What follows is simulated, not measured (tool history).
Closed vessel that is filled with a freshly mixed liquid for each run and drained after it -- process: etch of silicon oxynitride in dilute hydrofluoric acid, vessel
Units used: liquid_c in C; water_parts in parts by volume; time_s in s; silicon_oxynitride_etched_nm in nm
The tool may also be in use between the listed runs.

run 1 hour=0 | liquid_c=21 water_parts=90 time_s=805 | silicon_oxynitride_etched_nm=12.417
run 2 hour=8.3 | liquid_c=22.5 water_parts=85 time_s=805 | silicon_oxynitride_etched_nm=14.214
run 3 hour=10.2 | liquid_c=23.5 water_parts=80 time_s=805 | silicon_oxynitride_etched_nm=15.854
run 4 hour=18.8 | liquid_c=21 water_parts=80 time_s=805 | silicon_oxynitride_etched_nm=14.087
run 5 hour=22.7 | liquid_c=21 water_parts=105 time_s=805 | silicon_oxynitride_etched_nm=10.528
run 6 hour=31.9 | liquid_c=24.5 water_parts=105 time_s=805 | silicon_oxynitride_etched_nm=12.434
run 7 hour=40.5 | liquid_c=25.5 water_parts=100 time_s=805 | silicon_oxynitride_etched_nm=13.734
run 8 hour=50.3 | liquid_c=26 water_parts=95 time_s=805 | silicon_oxynitride_etched_nm=14.881

Predict the results of run 9:
run 9 hour=54.1 | liquid_c=26.5 water_parts=90 time_s=805 | silicon_oxynitride_etched_nm=?

{"run 9": {"silicon_oxynitride_etched_nm": 16.078}}
